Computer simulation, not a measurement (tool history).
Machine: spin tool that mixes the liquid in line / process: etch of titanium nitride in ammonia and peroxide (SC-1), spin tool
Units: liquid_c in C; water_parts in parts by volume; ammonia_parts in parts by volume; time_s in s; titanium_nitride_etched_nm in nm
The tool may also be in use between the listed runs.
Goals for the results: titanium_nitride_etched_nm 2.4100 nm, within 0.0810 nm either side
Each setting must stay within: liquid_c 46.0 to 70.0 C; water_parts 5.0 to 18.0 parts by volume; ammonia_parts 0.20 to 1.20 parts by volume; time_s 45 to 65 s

run  hour  liquid_c  water_parts  ammonia_parts  time_s  titanium_nitride_etched_nm
  1   0.0      62.0         10.0           0.75      65                      6.6608
  2   7.5      62.0          7.0           0.75      65                      7.9225
  3  11.3      59.5          7.5           0.75      65                      6.4574
  4  14.5      57.5          7.5           0.75      65                      5.6847
  5  21.6      56.0          8.0           0.75      65                      4.9348
     28.6  -- new drum of ammonia solution connected
  6  28.6      56.0          7.0           0.75      65                      5.3418
  7  36.1      54.5          7.5           0.75      65                      4.7283
  8  45.0      53.5          8.0           0.75      65                      4.1819

Next run, 5 choices. One meets every target within its allowed miss, the rest don't. Which?
  A  53.9      53.0          7.0           0.55      45                           ?
  B  53.9      48.5          6.0           0.85      45                           ?
  C  53.9      47.0          8.0           0.80      45                           ?
  D  53.9      59.5          7.0           0.75      65                           ?
  E  53.9      62.5          5.0           0.70      65                           ?

move  titanium_nitride_etched_nm
   A                      2.8815
   B                      2.4218
   C                      1.8838
   D                      6.7537
   E                      9.5064
A: gains on the last run, yet a result remains outside its allowed miss
B: all results in spec
C: takes the biggest miss from the last run beyond its target
D: lands further from the targets than the last run did
E: lands further from the targets than the last run did
B is the move that brings every result within its allowed miss.

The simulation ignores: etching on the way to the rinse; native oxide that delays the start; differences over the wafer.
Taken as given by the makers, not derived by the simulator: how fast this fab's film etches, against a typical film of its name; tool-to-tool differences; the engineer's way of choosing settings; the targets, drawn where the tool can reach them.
